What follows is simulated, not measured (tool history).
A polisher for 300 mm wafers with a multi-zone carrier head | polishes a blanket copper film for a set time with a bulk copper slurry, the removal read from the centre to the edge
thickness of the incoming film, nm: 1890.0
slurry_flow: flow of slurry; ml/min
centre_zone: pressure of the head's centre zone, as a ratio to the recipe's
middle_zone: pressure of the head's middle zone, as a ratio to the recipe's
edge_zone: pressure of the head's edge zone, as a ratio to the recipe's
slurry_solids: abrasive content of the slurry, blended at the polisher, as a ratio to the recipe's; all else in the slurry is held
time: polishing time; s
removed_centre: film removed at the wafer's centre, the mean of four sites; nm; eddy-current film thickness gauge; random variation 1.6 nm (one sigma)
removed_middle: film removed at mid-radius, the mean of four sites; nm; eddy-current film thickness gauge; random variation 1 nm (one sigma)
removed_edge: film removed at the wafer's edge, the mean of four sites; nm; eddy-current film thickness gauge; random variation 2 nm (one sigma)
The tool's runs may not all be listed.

Run 1, day 0: slurry_flow 300 ml/min, centre_zone 1, middle_zone 1, edge_zone 1, slurry_solids 1, time 35 s. Result: removed_centre 151.72 nm, removed_middle 153.81 nm, removed_edge 160.33 nm.
Run 2, day 0.258: slurry_flow 295 ml/min, centre_zone 0.96, middle_zone 0.97, edge_zone 0.98, slurry_solids 0.9, time 35 s. Result: removed_centre 143.09 nm, removed_middle 147.83 nm, removed_edge 156.51 nm.
Run 3, day 0.417: slurry_flow 295 ml/min, centre_zone 0.91, middle_zone 0.97, edge_zone 0.98, slurry_solids 0.9, time 35 s. Result: removed_centre 138.43 nm, removed_middle 145.34 nm, removed_edge 158 nm.
Run 4, day 0.629: slurry_flow 295 ml/min, centre_zone 0.84, middle_zone 0.97, edge_zone 0.98, slurry_solids 0.9, time 35 s. Result: removed_centre 125.66 nm, removed_middle 143.94 nm, removed_edge 157.95 nm.
Run 5, day 0.917: slurry_flow 295 ml/min, centre_zone 0.84, middle_zone 0.97, edge_zone 0.98, slurry_solids 1.1, time 35 s. Result: removed_centre 130.7 nm, removed_middle 154.69 nm, removed_edge 160.22 nm.
Run 6, day 1.188: slurry_flow 295 ml/min, centre_zone 0.84, middle_zone 0.95, edge_zone 0.95, slurry_solids 1, time 34 s. Result: removed_centre 121.81 nm, removed_middle 143.8 nm, removed_edge 152.46 nm.
Run 7, day 1.371: slurry_flow 295 ml/min, centre_zone 0.86, middle_zone 0.92, edge_zone 0.93, slurry_solids 0.95, time 34 s. Result: removed_centre 128.44 nm, removed_middle 137.03 nm, removed_edge 153.8 nm.
Run 8, day 1.704: slurry_flow 295 ml/min, centre_zone 0.86, middle_zone 0.93, edge_zone 0.91, slurry_solids 0.9, time 33 s. Result: removed_centre 120.84 nm, removed_middle 132.76 nm, removed_edge 144.19 nm.
Run 9, day 1.829: slurry_flow 290 ml/min, centre_zone 0.86, middle_zone 0.92, edge_zone 0.9, slurry_solids 0.9, time 33 s. Result: removed_centre 120.94 nm, removed_middle 133.46 nm, removed_edge 146.09 nm.
Run 10, day 1.883: slurry_flow 290 ml/min, centre_zone 0.87, middle_zone 0.92, edge_zone 0.89, slurry_solids 0.85, time 33 s. Result: removed_centre 122.02 nm, removed_middle 130.81 nm, removed_edge 142.2 nm.

Run 11 comes next. What will it give?
Run 11, day 2.221: slurry_flow 290 ml/min, centre_zone 0.87, middle_zone 0.91, edge_zone 0.88, slurry_solids 0.85, time 33 s. Result: removed_centre ?, removed_middle ?, removed_edge ?.

removed_centre: 122.25 nm
removed_middle: 129.5 nm
removed_edge: 137.65 nm
